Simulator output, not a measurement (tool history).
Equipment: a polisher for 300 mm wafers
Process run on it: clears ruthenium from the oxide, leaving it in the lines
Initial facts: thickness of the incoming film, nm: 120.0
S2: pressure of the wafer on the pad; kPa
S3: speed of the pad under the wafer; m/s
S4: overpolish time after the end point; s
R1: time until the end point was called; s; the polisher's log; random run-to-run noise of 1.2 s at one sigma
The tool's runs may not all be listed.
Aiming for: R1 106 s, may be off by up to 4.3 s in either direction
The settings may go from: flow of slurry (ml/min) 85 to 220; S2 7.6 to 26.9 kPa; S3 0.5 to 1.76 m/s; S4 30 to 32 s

run 1 hour=0 | flow_of_slurry_(ml/min)=140 S2=17.2 S3=1.12 S4=30 | R1=79.656
run 2 hour=5 | flow_of_slurry_(ml/min)=135 S2=15.9 S3=1.12 S4=30 | R1=86.55
run 3 hour=10.1 | flow_of_slurry_(ml/min)=135 S2=15.9 S3=1.4 S4=30 | R1=69.04
run 4 hour=12.7 | flow_of_slurry_(ml/min)=135 S2=13.8 S3=1.4 S4=30 | R1=76.118
run 5 hour=16.3 | flow_of_slurry_(ml/min)=135 S2=13.8 S3=1.4 S4=32 | R1=75.985
run 6 hour=23.9 | flow_of_slurry_(ml/min)=130 S2=12.4 S3=1.4 S4=32 | R1=81.848
run 7 hour=27.4 | flow_of_slurry_(ml/min)=130 S2=11 S3=1.4 S4=32 | R1=90.891
run 8 hour=31.6 | flow_of_slurry_(ml/min)=130 S2=10.3 S3=1.4 S4=32 | R1=94.719
run 9 hour=33.2 | flow_of_slurry_(ml/min)=120 S2=8.3 S3=1.4 S4=32 | R1=111.7
run 10 hour=34.1 | flow_of_slurry_(ml/min)=125 S2=8.3 S3=1.4 S4=32 | R1=109.78

Of the 4 settings listed for the next run, only one would bring every result within its allowed miss of target. Which one?
run A hour=35 | flow_of_slurry_(ml/min)=130 S2=7.6 S3=1.36 S4=32 | R1=?
run B hour=35 | flow_of_slurry_(ml/min)=85 S2=12.4 S3=1.1 S4=31 | R1=?
run C hour=35 | flow_of_slurry_(ml/min)=100 S2=9 S3=1.3 S4=30 | R1=?
run D hour=35 | flow_of_slurry_(ml/min)=110 S2=7.6 S3=1.62 S4=31 | R1=?

move=A R1=122.27
move=B R1=120.23
move=C R1=122.17
move=D R1=106.99
A: further off than the last run
B: further off than the last run
C: further off than the last run
D: every result within its allowed miss
Go with D: it meets all targets.

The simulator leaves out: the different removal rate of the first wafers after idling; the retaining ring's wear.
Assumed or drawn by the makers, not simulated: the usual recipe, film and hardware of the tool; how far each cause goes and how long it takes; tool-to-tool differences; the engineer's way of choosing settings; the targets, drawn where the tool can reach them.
